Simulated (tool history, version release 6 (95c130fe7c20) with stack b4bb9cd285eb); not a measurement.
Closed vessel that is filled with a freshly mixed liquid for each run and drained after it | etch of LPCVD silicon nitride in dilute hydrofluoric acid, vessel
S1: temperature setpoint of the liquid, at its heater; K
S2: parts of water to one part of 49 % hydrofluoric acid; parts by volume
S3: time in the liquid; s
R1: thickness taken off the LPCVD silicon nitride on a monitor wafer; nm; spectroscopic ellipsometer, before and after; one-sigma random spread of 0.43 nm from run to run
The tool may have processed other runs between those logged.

run 1 hour=0.0 | S1=299.15 S2=115 S3=3235 | R1=14.333
run 2 hour=8.8 | S1=299.15 S2=115 S3=3235 | R1=14.142
run 3 hour=13.8 | S1=301.15 S2=95 S3=3240 | R1=19.615
run 4 hour=22.3 | S1=301.15 S2=55 S3=3240 | R1=33.731
run 5 hour=23.0 | S1=302.65 S2=55 S3=3240 | R1=36.759
run 6 hour=28.0 | S1=302.65 S2=90 S3=3240 | R1=22.922
run 7 hour=36.2 | S1=302.65 S2=90 S3=3240 | R1=22.571
run 8 hour=40.3 | S1=306.65 S2=40 S3=3255 | R1=66.092
run 9 hour=41.0 | S1=303.65 S2=40 S3=3255 | R1=55.014

Estimate the outcome of run 10 from the log above:
run 10 hour=44.8 | S1=303.15 S2=40 S3=3255 | R1=?

R1: 52.556 nm
